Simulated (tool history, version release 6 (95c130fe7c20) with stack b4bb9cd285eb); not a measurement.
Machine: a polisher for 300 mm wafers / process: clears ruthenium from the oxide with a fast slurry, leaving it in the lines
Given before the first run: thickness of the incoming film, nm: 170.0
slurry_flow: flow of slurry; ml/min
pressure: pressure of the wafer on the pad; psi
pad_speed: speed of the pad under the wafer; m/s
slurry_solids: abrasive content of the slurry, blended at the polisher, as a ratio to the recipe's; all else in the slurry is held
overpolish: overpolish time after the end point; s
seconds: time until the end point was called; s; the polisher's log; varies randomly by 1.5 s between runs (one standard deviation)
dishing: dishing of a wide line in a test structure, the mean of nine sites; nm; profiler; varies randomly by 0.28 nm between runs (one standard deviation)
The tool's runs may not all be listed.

run,hour,slurry_flow,pressure,pad_speed,slurry_solids,overpolish,seconds,dishing
1,0.0,300,2.0,0.76,1.00,27,84.690,43.585
2,7.3,300,2.0,0.76,1.00,36,82.883,56.976
3,10.8,300,2.0,0.76,1.10,36,79.545,58.354
4,16.0,300,2.0,0.76,1.25,36,75.604,60.671
5,24.6,300,2.0,0.76,1.25,42,74.815,68.846
6,31.5,305,1.8,0.72,1.30,35,87.441,51.994
7,37.9,305,1.7,0.70,1.30,29,93.448,41.545
# hour 40.0: worn pad replaced by a new one
8,40.0,305,1.6,0.68,1.30,25,93.271,36.170

Run 9, settings as shown, results not yet in. Your forecast:
9,46.6,305,1.5,0.64,1.30,22,?,?

Run 9 gave seconds 106.810 s, dishing 28.306 nm.

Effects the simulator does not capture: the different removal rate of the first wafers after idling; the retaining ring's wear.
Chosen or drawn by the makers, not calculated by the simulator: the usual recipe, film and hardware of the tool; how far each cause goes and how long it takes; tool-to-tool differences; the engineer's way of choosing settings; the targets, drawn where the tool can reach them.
